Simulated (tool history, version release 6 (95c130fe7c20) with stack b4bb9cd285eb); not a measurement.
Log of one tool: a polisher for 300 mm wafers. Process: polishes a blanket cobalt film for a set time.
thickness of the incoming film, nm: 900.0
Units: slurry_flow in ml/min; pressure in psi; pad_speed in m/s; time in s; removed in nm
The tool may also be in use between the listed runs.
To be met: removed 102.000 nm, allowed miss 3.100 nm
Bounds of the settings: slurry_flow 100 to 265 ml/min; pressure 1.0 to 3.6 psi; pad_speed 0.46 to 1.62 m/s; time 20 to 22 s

run,hour,slurry_flow,pressure,pad_speed,time,removed
1,0.0,170,2.3,1.04,22,117.300
2,0.8,165,2.3,1.04,22,116.230
3,8.9,165,2.3,1.04,20,105.950
4,15.1,165,2.3,1.30,20,131.910
5,19.0,160,2.2,1.30,20,125.650
6,23.7,155,2.1,1.30,20,118.920
# hour 28.6: slurry nozzle cleaned
7,28.6,150,2.1,1.30,20,127.130
8,36.7,165,2.1,1.30,20,130.670
9,38.5,155,2.1,1.30,20,129.480
10,41.6,155,1.9,1.28,20,115.120
11,46.8,150,1.8,1.28,20,110.300
12,50.4,145,1.8,1.28,20,109.280

Which of these 4 next moves meets every target?
A,54.0,140,1.5,1.20,22,?
B,54.0,160,1.9,1.28,20,?
C,54.0,150,1.7,1.20,22,?
D,54.0,135,1.7,1.28,20,?

move,removed
A,92.335
B,115.150
C,105.570
D,99.977
A: takes the result that was furthest off past its target
B: further off than the last run
C: nearer than the last run, and not there yet
D: meets every target
The right move is D.
